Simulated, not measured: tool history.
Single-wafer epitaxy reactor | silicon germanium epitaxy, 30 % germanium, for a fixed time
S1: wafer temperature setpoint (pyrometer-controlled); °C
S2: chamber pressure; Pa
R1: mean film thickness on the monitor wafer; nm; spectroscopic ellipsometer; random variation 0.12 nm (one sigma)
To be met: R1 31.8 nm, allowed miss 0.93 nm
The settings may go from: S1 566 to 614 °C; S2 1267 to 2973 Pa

run  hour   S1    S2      R1
  1     0  590  2120  38.625
  2   8.9  590  2333  39.959
  3  16.6  598  2333  46.723
  4  23.3  598  2546  48.495
  5  31.7  593  2533  43.573
  6  34.9  593  2266   41.81
  7  41.5  590  2253  39.353
     42.7  -- pyrometer calibrated
  8  42.7  588  2240  42.255
  9  50.8  583  2026  37.089
 10    57  580  2000  34.686
 11  59.1  579  1986  33.834
 12  63.4  578  1986  33.057

4 next moves are on the table. One of them brings every result within its allowed miss. Which?
  A  67.7  579  2066   ?
  B  67.7  579  1693   ?
  C  67.7  578  2066   ?
  D  67.7  579  1973   ?

move      R1
   A  34.409
   B  32.208
   C  33.718
   D  33.879
A: further off than the last run
B: meets every target
C: further off than the last run
D: further off than the last run
The right move is B.
